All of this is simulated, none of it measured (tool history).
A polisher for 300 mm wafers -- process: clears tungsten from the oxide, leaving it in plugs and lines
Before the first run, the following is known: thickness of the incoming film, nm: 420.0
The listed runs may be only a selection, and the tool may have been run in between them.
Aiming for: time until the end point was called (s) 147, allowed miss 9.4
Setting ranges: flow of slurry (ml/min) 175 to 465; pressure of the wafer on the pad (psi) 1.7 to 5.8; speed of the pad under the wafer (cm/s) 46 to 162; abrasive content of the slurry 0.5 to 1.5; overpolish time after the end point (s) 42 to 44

run,hour,flow of slurry (ml/min),pressure of the wafer on the pad (psi),speed of the pad under the wafer (cm/s),abrasive content of the slurry,overpolish time after the end point (s),time until the end point was called (s)
1,0,295,3.7,104,1,42,78.481
2,3.3,295,3.2,100,1,42,87.624
3,8.8,295,3.7,100,1,42,78.569
4,13.5,330,3.7,100,1,42,78.887
5,19.3,330,3.7,100,0.9,42,79.265
6,24,330,3.7,100,0.9,42,78.693
7,30.9,325,2.7,84,0.9,42,119.5
8,31.9,325,2.5,84,0.9,42,128.94
9,39.6,325,2.4,84,0.9,42,132.15

Which one of the following 5 next-run settings gets every result inside its allowed miss? There is exactly one.
A,47.3,395,2.6,80,0.95,42,?
B,47.3,235,2.6,122,0.6,42,?
C,47.3,235,2.5,56,1.2,42,?
D,47.3,430,2.7,98,0.7,42,?
E,47.3,265,2.6,108,0.75,42,?

move,time until the end point was called (s)
A,123.6
B,115.83
C,149.46
D,115.91
E,115.29
A: further off than the last run
B: further off than the last run
C: all results land within tolerance of their targets
D: further off than the last run
E: further off than the last run
Answer: C
